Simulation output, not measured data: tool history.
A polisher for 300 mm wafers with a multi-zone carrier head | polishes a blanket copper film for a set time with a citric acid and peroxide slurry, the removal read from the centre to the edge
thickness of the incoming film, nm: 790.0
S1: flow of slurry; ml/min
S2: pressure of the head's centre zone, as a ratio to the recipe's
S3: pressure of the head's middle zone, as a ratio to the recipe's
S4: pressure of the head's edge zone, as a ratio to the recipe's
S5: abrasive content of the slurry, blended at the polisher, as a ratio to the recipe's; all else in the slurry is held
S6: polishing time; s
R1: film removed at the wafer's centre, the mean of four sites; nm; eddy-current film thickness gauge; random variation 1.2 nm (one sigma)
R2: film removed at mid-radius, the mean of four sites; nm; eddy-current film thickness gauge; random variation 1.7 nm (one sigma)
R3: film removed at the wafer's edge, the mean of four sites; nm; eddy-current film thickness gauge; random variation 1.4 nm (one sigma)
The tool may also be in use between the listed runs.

run,hour,S1,S2,S3,S4,S5,S6,R1,R2,R3
1,0.0,160,1.00,1.00,1.00,1.0,74,135.47,142.19,132.96
2,2.9,160,1.00,1.03,1.00,1.0,74,134.28,146.25,133.30
3,5.5,165,1.01,1.03,1.00,1.0,74,138.40,144.84,133.78
4,13.8,170,1.01,1.04,1.00,1.0,74,139.97,147.09,134.74
5,14.4,170,1.01,1.04,1.06,1.0,74,138.21,144.21,137.51
6,19.2,170,1.01,1.04,1.06,1.0,83,157.56,164.40,155.91
7,19.7,170,1.01,1.04,1.05,1.0,83,155.21,162.68,156.31
8,20.9,170,1.01,1.04,1.04,1.0,83,153.57,164.71,154.24

Forecast run 9:
9,29.2,170,1.01,1.04,1.04,1.0,83,?,?,?

{"run 9": {"R1": 156.06, "R2": 163.08, "R3": 155.17}}
